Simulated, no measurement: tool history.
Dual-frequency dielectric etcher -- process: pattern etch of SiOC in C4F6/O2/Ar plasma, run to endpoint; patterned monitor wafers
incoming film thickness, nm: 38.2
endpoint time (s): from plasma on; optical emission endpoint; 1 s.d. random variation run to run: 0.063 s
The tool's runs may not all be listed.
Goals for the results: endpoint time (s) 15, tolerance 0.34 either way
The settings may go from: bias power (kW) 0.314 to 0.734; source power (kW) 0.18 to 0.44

Run 1, hour 0: bias power (kW) 0.524, source power (kW) 0.31. Result: endpoint time (s) 13.121.
Run 2, hour 6.9: bias power (kW) 0.524, source power (kW) 0.35. Result: endpoint time (s) 12.737.
Run 3, hour 12.5: bias power (kW) 0.503, source power (kW) 0.35. Result: endpoint time (s) 12.711.
Run 4, hour 20.4: bias power (kW) 0.503, source power (kW) 0.32. Result: endpoint time (s) 13.278.
Run 5, hour 22.8: bias power (kW) 0.488, source power (kW) 0.32. Result: endpoint time (s) 13.357.
Run 6, hour 24.5: bias power (kW) 0.472, source power (kW) 0.32. Result: endpoint time (s) 13.482.
Run 7, hour 29.8: bias power (kW) 0.458, source power (kW) 0.32. Result: endpoint time (s) 13.597.
Run 8, hour 38.8: bias power (kW) 0.445, source power (kW) 0.32. Result: endpoint time (s) 13.787.

Which of these 4 next moves meets every target?
Run A, hour 47.8: bias power (kW) 0.326, source power (kW) 0.27. Result: endpoint time (s) ?.
Run B, hour 47.8: bias power (kW) 0.363, source power (kW) 0.29. Result: endpoint time (s) ?.
Run C, hour 47.8: bias power (kW) 0.585, source power (kW) 0.37. Result: endpoint time (s) ?.
Run D, hour 47.8: bias power (kW) 0.356, source power (kW) 0.26. Result: endpoint time (s) ?.

move  endpoint time (s)
   A             15.947
   B             15.078
   C             11.959
   D             15.808
A: takes the biggest miss from the last run beyond its target
B: all results land within tolerance of their targets
C: lands further from the targets than the last run did
D: takes the biggest miss from the last run beyond its target
So the answer is move B, the one that meets all the targets.
